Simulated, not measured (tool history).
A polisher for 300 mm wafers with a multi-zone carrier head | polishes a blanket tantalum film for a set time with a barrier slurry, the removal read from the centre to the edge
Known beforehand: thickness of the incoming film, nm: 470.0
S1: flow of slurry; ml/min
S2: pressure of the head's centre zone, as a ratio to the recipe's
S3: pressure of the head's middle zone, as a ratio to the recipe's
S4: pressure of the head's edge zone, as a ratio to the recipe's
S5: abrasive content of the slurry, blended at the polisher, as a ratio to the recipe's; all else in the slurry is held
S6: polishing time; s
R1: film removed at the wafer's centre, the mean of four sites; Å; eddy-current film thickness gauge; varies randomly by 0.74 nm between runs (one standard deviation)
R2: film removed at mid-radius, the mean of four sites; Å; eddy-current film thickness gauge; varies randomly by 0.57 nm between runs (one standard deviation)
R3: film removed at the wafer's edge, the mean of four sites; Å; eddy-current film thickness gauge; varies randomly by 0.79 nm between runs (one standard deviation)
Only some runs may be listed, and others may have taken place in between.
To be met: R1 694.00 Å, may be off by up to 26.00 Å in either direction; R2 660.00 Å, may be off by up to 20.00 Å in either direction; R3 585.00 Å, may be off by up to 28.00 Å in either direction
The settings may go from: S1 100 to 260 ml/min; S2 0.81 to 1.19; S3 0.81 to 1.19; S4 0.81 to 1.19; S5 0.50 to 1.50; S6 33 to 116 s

run    day   S1    S2    S3    S4    S5  S6       R1       R2       R3
  1  0.000  165  1.00  1.00  1.00  1.00  74  1225.30  1206.10  1228.20
  2  0.188  200  1.00  1.00  1.00  1.00  74  1265.50  1250.60  1275.20
  3  0.496  200  1.00  1.00  1.00  1.10  74  1299.00  1314.40  1298.10
  4  0.796  200  1.00  1.00  0.94  1.10  74  1298.40  1326.50  1214.50
  5  1.104  190  1.00  1.00  0.90  0.95  64  1057.80  1065.60   986.53
  6  1.271  190  0.94  1.00  0.90  0.95  64   984.51  1049.50   999.32
  7  1.504  185  0.98  1.01  0.87  0.80  57   834.38   860.39   790.00
  8  1.588  135  1.07  1.00  0.81  0.55  55   584.41   557.44   508.39
  9  1.929  155  1.07  1.00  0.81  0.55  55   599.20   568.31   512.09
 10  2.204  180  1.06  1.00  0.82  0.55  55   610.19   576.30   517.30
 11  2.562  195  1.06  1.01  0.85  0.55  55   619.97   587.18   528.15

Below are 4 possible settings for the next run. Only one of them brings all results inside the allowed miss of their targets. Which is it?
  A  2.921  100  1.05  1.14  0.81  0.70  46   ?   ?   ?
  B  2.921  210  1.07  1.02  0.85  0.55  60   ?   ?   ?
  C  2.921  180  0.95  1.07  0.86  0.55  61   ?   ?   ?
  D  2.921  200  1.06  0.81  0.92  0.60  54   ?   ?   ?

move      R1      R2      R3
   A  580.51  628.76  517.41
   B  691.37  657.44  586.43
   C  609.06  681.89  589.61
   D  681.56  541.38  609.07
A: lands further from the targets than the last run did
B: all results land within tolerance of their targets
C: pushes the last run's worst result past its target
D: lands further from the targets than the last run did
Correct choice: B, which meets every target
